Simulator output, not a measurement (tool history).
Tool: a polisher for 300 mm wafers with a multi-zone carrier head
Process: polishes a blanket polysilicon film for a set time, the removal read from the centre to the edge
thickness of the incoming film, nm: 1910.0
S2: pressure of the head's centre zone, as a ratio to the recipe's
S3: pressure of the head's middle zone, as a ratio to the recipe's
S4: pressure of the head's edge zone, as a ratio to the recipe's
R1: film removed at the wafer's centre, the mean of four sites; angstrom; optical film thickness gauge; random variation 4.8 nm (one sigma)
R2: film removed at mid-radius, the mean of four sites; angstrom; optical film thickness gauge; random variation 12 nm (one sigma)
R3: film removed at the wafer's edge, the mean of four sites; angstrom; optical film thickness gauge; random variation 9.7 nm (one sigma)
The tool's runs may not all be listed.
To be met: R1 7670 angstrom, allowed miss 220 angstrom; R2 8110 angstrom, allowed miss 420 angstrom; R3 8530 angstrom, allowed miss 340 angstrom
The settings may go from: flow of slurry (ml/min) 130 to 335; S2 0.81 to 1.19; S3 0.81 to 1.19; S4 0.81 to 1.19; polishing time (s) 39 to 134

Run 1, day 0: flow of slurry (ml/min) 215, S2 1, S3 1, S4 1, polishing time (s) 86. Result: R1 6603.8 angstrom, R2 6796.3 angstrom, R3 6564.1 angstrom.
Run 2, day 0.242: flow of slurry (ml/min) 215, S2 1.04, S3 1, S4 1, polishing time (s) 86. Result: R1 6829.5 angstrom, R2 6719.2 angstrom, R3 6660.5 angstrom.
Run 3, day 0.375: flow of slurry (ml/min) 195, S2 1.04, S3 1, S4 1, polishing time (s) 86. Result: R1 6743 angstrom, R2 6986.4 angstrom, R3 6551.5 angstrom.
Run 4, day 0.696: flow of slurry (ml/min) 195, S2 0.99, S3 1, S4 1, polishing time (s) 86. Result: R1 6482.1 angstrom, R2 6784.4 angstrom, R3 6551.9 angstrom.
Run 5, day 0.738: flow of slurry (ml/min) 195, S2 0.93, S3 1, S4 1, polishing time (s) 86. Result: R1 6048.6 angstrom, R2 6757.9 angstrom, R3 6561.1 angstrom.
Run 6, day 1.096: flow of slurry (ml/min) 195, S2 0.93, S3 1.08, S4 1, polishing time (s) 86. Result: R1 6052.1 angstrom, R2 7297.3 angstrom, R3 6534.6 angstrom.
Run 7, day 1.421: flow of slurry (ml/min) 205, S2 0.94, S3 1.06, S4 1.04, polishing time (s) 90. Result: R1 6491.1 angstrom, R2 7278 angstrom, R3 7066.2 angstrom.
Run 8, day 1.558: flow of slurry (ml/min) 205, S2 0.95, S3 1.08, S4 1.07, polishing time (s) 93. Result: R1 6731.3 angstrom, R2 7850.8 angstrom, R3 7318.3 angstrom.
Run 9, day 1.712: flow of slurry (ml/min) 220, S2 0.95, S3 1.07, S4 1.1, polishing time (s) 95. Result: R1 6988.5 angstrom, R2 7983.6 angstrom, R3 7678.7 angstrom.
Run 10, day 1.871: flow of slurry (ml/min) 230, S2 0.96, S3 1.06, S4 1.12, polishing time (s) 96. Result: R1 7207.9 angstrom, R2 7904.3 angstrom, R3 7748.3 angstrom.
Run 11, day 2.196: flow of slurry (ml/min) 235, S2 0.95, S3 1.05, S4 1.14, polishing time (s) 98. Result: R1 7287.8 angstrom, R2 8301.7 angstrom, R3 8119.9 angstrom.
Run 12, day 2.458: flow of slurry (ml/min) 240, S2 0.96, S3 1.03, S4 1.15, polishing time (s) 98. Result: R1 7412.8 angstrom, R2 7993.9 angstrom, R3 8176 angstrom.

Which of these 5 next moves meets every target?
Run A, day 2.721: flow of slurry (ml/min) 225, S2 0.89, S3 1.03, S4 1.13, polishing time (s) 102. Result: R1 ?, R2 ?, R3 ?.
Run B, day 2.721: flow of slurry (ml/min) 255, S2 0.91, S3 1.05, S4 1.07, polishing time (s) 100. Result: R1 ?, R2 ?, R3 ?.
Run C, day 2.721: flow of slurry (ml/min) 275, S2 0.89, S3 0.92, S4 1.19, polishing time (s) 101. Result: R1 ?, R2 ?, R3 ?.
Run D, day 2.721: flow of slurry (ml/min) 270, S2 1.01, S3 1.1, S4 1.11, polishing time (s) 91. Result: R1 ?, R2 ?, R3 ?.
Run E, day 2.721: flow of slurry (ml/min) 235, S2 0.95, S3 0.97, S4 1.15, polishing time (s) 103. Result: R1 ?, R2 ?, R3 ?.

move      R1      R2      R3
   A  7030.3  8393.7    8228
   B  7164.3  8486.4  7936.6
   C  7132.2  7729.6  8518.2
   D  7293.8  8079.8  7382.4
   E  7622.9  8096.5  8421.5
A: further off than the last run
B: further off than the last run
C: further off than the last run
D: further off than the last run
E: meets every target
The right move is E.
